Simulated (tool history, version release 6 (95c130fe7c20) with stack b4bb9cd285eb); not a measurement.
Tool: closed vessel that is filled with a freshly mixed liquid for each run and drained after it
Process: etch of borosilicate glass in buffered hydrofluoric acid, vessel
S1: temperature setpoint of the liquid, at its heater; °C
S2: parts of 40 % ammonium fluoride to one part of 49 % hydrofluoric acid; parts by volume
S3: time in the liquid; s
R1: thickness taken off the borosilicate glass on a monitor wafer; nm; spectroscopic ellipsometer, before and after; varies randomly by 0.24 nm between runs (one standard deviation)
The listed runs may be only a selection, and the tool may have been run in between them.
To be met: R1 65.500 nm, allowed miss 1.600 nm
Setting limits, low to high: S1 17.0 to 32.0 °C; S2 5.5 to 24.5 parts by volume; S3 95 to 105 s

| run | hour | S1 | S2 | S3 | R1 |
|---|---|---|---|---|---|
| 1 | 0.0 | 25.0 | 15.0 | 95 | 84.745 |
| 2 | 8.2 | 25.0 | 19.0 | 95 | 67.548 |
| 3 | 16.4 | 26.5 | 19.0 | 95 | 72.857 |
| 4 | 18.7 | 26.5 | 19.0 | 105 | 80.725 |
| 5 | 23.5 | 25.0 | 19.0 | 105 | 74.062 |
| 6 | 27.9 | 25.0 | 19.0 | 105 | 74.235 |
| 7 | 31.1 | 25.0 | 19.0 | 105 | 74.708 |
| 8 | 35.9 | 24.5 | 19.0 | 105 | 72.553 |
| 9 | 44.4 | 24.5 | 19.0 | 105 | 72.633 |
| 10 | 49.9 | 24.5 | 19.0 | 105 | 72.107 |

Which of these 5 next moves meets every target?
| A | 55.4 | 25.0 | 22.5 | 105 | ? |
| B | 55.4 | 23.5 | 20.5 | 100 | ? |
| C | 55.4 | 25.5 | 19.0 | 95 | ? |
| D | 55.4 | 25.5 | 21.5 | 95 | ? |
| E | 55.4 | 24.0 | 19.0 | 105 | ? |

| move | R1 |
|---|---|
| A | 65.097 |
| B | 60.998 |
| C | 69.052 |
| D | 62.428 |
| E | 70.427 |
A: hits every target within its allowed miss
B: takes the biggest miss from the last run beyond its target
C: closer than the last run, but not yet in spec
D: takes the biggest miss from the last run beyond its target
E: closer than the last run, but not yet in spec
A is the move that brings every result within its allowed miss.
